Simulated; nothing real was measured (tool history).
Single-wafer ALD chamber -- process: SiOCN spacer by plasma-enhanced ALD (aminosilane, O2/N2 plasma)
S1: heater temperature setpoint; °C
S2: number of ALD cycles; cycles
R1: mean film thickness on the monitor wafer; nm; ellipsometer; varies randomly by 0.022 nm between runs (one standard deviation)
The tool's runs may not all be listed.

run    day   S1  S2      R1
  1  0.000  380  60  3.4268
  2  0.083  380  62  3.5010
  3  0.296  380  57  3.2355
  4  0.500  386  57  3.2539
  5  0.871  386  60  3.4142
  6  0.929  378  60  3.4108
  7  1.000  378  62  3.5549
  8  1.375  378  63  3.5770

Run 9 has not been measured yet. What should we expect?
  9  1.550  378  64   ?

R1: 3.6336 nm
